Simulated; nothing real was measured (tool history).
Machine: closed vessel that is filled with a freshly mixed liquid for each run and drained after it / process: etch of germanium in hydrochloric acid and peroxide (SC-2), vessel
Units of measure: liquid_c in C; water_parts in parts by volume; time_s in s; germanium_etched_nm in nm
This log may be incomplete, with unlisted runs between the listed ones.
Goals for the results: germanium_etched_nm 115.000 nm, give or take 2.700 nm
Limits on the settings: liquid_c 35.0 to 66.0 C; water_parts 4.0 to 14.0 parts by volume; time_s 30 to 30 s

run	hour	liquid_c	water_parts	time_s	germanium_etched_nm
1	0.0	50.0	7.5	30	80.094
2	3.0	52.0	7.5	30	84.901
3	7.9	54.0	7.5	30	90.276
4	10.3	55.5	7.5	30	94.170
5	12.9	57.0	7.5	30	99.746
6	19.9	58.0	7.5	30	101.390
7	25.3	59.0	7.5	30	103.520
8	33.8	59.5	7.5	30	105.120
9	41.0	60.0	7.5	30	108.710
10	45.3	60.5	7.5	30	110.180
11	49.5	61.0	7.5	30	111.650

Which of these 4 next moves meets every target?
A	53.7	60.5	9.0	30	?
B	53.7	59.5	6.0	30	?
C	53.7	60.0	8.0	30	?
D	53.7	61.0	4.0	30	?

move	germanium_etched_nm
A	108.590
B	108.480
C	108.110
D	114.920
A: its largest miss is bigger than the last run's
B: its largest miss is bigger than the last run's
C: its largest miss is bigger than the last run's
D: in spec on every target
Correct choice: D, which meets every target
